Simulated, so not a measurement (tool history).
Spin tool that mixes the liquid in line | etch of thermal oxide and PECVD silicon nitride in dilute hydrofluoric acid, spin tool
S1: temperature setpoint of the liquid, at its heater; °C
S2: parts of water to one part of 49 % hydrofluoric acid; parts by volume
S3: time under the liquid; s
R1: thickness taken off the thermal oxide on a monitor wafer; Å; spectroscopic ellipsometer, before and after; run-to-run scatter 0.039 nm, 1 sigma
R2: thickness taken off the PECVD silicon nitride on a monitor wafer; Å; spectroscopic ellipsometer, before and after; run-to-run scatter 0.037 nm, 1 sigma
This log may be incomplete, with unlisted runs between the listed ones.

run    day    S1   S2   S3      R1      R2
  1      0    22  120  180  62.158  48.175
  2  0.021    23  115  180   68.23  53.415
  3  0.121    25  115  180   73.45  60.952
  4  0.296    25  115  120  49.365  40.354
  5  0.429    26  105  120  56.396  47.624
  6  0.696  26.5   95  120   63.94  53.862
  7  0.829    27   90  120  70.066  59.712
  8  0.892  27.5   85  120   75.81  64.842

Estimate the outcome of run 9 from the log above:
  9  1.188  28  85  120   ?   ?

Run 9 gave R1 77.919 Å, R2 67.682 Å.
